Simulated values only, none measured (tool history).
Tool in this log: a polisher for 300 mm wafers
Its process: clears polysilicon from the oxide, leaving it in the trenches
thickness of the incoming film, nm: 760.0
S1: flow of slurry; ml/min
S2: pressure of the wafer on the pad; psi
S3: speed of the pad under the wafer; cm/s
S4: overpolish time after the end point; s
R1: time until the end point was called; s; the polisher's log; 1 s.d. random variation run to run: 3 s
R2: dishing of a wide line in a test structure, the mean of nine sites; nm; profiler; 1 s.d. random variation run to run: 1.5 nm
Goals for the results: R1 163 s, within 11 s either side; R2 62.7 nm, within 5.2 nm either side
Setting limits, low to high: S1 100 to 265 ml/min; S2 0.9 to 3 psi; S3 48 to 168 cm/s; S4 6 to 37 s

run,hour,S1,S2,S3,S4,R1,R2
1,0,170,1.9,108,19,66.183,74.164
2,2.7,170,1.9,122,19,59.754,69.639
3,3.4,150,1.6,108,15,81.611,61.92
4,6.6,150,1.4,98,17,100.82,61.204
5,13.2,115,1.4,98,17,101.83,61.636
6,14.3,115,1.4,98,23,104.98,65.294
7,21.5,115,1.3,92,24,116.68,66.513
8,29.9,115,1.2,88,24,129.26,60.989
9,31.8,110,1.1,86,27,149.67,62.66
10,33.3,110,1.1,86,28,142.97,64.963
11,35.7,110,0.9,82,27,187.76,57.755
12,41.4,110,0.9,82,27,184.86,57.175
13,45.9,110,0.9,82,28,192.27,58.549

Consider the 5 candidate settings below. Which is the only one whose results all fall within their allowed miss of target?
A,50.4,100,0.9,68,36,?,?
B,50.4,115,0.9,80,34,?,?
C,50.4,140,1,68,34,?,?
D,50.4,100,0.9,94,30,?,?
E,50.4,105,0.9,100,19,?,?

move,R1,R2
A,231.26,59.577
B,194.8,62.073
C,201.55,61.353
D,169.49,62.363
E,158.75,53.136
A: further off than the last run
B: further off than the last run
C: further off than the last run
D: meets every target
E: gets the furthest-off result to its target, but another result is out of tolerance
Move D is the one to make.
